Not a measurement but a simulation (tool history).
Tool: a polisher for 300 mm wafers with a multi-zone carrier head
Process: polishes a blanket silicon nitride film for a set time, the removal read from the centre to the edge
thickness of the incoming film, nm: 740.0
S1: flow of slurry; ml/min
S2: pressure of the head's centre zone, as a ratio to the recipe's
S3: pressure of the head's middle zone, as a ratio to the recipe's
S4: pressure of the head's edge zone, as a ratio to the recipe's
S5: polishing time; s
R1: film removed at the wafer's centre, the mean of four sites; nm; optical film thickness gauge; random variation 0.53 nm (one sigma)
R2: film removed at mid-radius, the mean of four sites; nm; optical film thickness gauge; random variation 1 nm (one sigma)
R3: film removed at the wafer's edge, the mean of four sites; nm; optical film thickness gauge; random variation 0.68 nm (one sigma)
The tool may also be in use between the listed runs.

run 1 day=0.000 | S1=125 S2=1.00 S3=1.00 S4=1.00 S5=39 | R1=77.409 R2=68.449 R3=71.354
run 2 day=0.275 | S1=125 S2=1.00 S3=1.06 S4=1.00 S5=39 | R1=76.491 R2=74.344 R3=71.375
run 3 day=0.542 | S1=125 S2=1.00 S3=1.05 S4=1.02 S5=39 | R1=75.836 R2=72.904 R3=72.689
run 4 day=0.579 | S1=130 S2=1.00 S3=1.04 S4=1.03 S5=39 | R1=77.787 R2=72.310 R3=71.542
run 5 day=0.658 | S1=125 S2=1.00 S3=1.03 S4=1.03 S5=40 | R1=78.346 R2=75.702 R3=75.105
run 6 day=0.817 | S1=150 S2=1.00 S3=1.03 S4=1.03 S5=40 | R1=82.041 R2=75.305 R3=76.498
run 7 day=1.012 | S1=150 S2=1.00 S3=1.02 S4=1.04 S5=40 | R1=82.338 R2=77.061 R3=76.889

Forecast run 8:
run 8 day=1.312 | S1=145 S2=1.00 S3=1.00 S4=1.05 S5=40 | R1=? R2=? R3=?

Run 8 gave R1 81.595 nm, R2 74.042 nm, R3 76.136 nm.
